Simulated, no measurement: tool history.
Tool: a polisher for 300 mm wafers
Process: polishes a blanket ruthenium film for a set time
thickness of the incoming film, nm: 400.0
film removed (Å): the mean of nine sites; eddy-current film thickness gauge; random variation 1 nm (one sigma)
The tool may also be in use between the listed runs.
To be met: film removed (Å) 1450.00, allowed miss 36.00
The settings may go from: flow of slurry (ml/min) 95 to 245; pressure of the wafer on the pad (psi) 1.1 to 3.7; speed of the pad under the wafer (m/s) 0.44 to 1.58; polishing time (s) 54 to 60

run    day  flow of slurry (ml/min)  pressure of the wafer on the pad (psi)  speed of the pad under the wafer (m/s)  polishing time (s)  film removed (Å)
  1  0.000                      155                                     2.4                                    1.00                  60            924.37
  2  0.138                      190                                     2.4                                    1.00                  60            942.63
  3  0.300                      150                                     2.4                                    1.00                  60            904.85
  4  0.433                      125                                     2.4                                    1.00                  60            890.11
  5  0.571                      135                                     2.6                                    1.00                  60            951.37
  6  0.788                      145                                     2.8                                    1.00                  60           1003.90
  7  0.862                      150                                     3.0                                    1.02                  60           1085.10
  8  0.954                      155                                     3.1                                    1.04                  60           1151.60
  9  1.275                      160                                     3.2                                    1.04                  60           1171.90
 10  1.525                      160                                     3.2                                    1.04                  60           1191.20
 11  1.867                      165                                     3.3                                    1.04                  60           1208.80
 12  2.050                      170                                     3.4                                    1.06                  60           1270.50
 13  2.108                      170                                     3.5                                    1.06                  60           1295.50
 14  2.246                      170                                     3.5                                    1.08                  60           1330.10
 15  2.375                      175                                     3.6                                    1.10                  60           1391.20

4 next moves are on the table. One of them brings every result within its allowed miss. Which?
  A  2.504                      185                                     3.2                                    1.24                  56                 ?
  B  2.504                      175                                     3.6                                    1.16                  55                 ?
  C  2.504                      160                                     3.6                                    1.18                  60                 ?
  D  2.504                      215                                     3.7                                    1.16                  54                 ?

move  film removed (Å)
   A           1334.50
   B           1335.80
   C           1461.30
   D           1378.10
A: further off than the last run
B: further off than the last run
C: meets every target
D: further off than the last run
Answer: C

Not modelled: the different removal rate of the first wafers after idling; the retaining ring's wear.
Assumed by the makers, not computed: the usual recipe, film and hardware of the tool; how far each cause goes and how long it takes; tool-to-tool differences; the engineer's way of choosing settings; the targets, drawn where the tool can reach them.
